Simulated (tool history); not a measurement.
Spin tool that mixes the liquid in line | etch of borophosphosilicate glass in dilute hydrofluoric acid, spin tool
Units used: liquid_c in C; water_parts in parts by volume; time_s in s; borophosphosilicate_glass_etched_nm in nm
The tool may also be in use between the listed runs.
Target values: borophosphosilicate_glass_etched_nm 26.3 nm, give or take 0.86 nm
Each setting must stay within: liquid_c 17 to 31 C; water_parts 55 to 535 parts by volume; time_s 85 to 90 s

| run | hour | liquid_c | water_parts | time_s | borophosphosilicate_glass_etched_nm |
|---|---|---|---|---|---|
| 1 | 0 | 23 | 295 | 85 | 12.159 |
| 2 | 5.5 | 23 | 340 | 85 | 10.217 |
| 3 | 13.4 | 24 | 315 | 85 | 11.717 |
| 4 | 17.6 | 25 | 295 | 85 | 13.098 |
| 5 | 25.9 | 25 | 295 | 90 | 14.058 |
| 6 | 30.3 | 21.5 | 295 | 90 | 12.323 |
| 7 | 39.2 | 23 | 280 | 90 | 14.106 |
| 8 | 44.7 | 24 | 265 | 90 | 15.47 |
| 9 | 49.6 | 25 | 255 | 90 | 16.52 |
| 10 | 58 | 26 | 245 | 90 | 18.369 |

Consider the 5 candidate settings below. Which is the only one whose results all fall within their allowed miss of target?
| A | 66.4 | 27 | 200 | 90 | ? |
| B | 66.4 | 24 | 280 | 90 | ? |
| C | 66.4 | 27.5 | 190 | 90 | ? |
| D | 66.4 | 28 | 205 | 90 | ? |
| E | 66.4 | 28 | 345 | 85 | ? |

| move | borophosphosilicate_glass_etched_nm |
|---|---|
| A | 24.258 |
| B | 14.307 |
| C | 26.3 |
| D | 24.38 |
| E | 11.753 |
A: closes in on the targets versus the last run, not all within tolerance yet
B: further off than the last run
C: each result inside its tolerance
D: closes in on the targets versus the last run, not all within tolerance yet
E: further off than the last run
The move that meets every target is C.
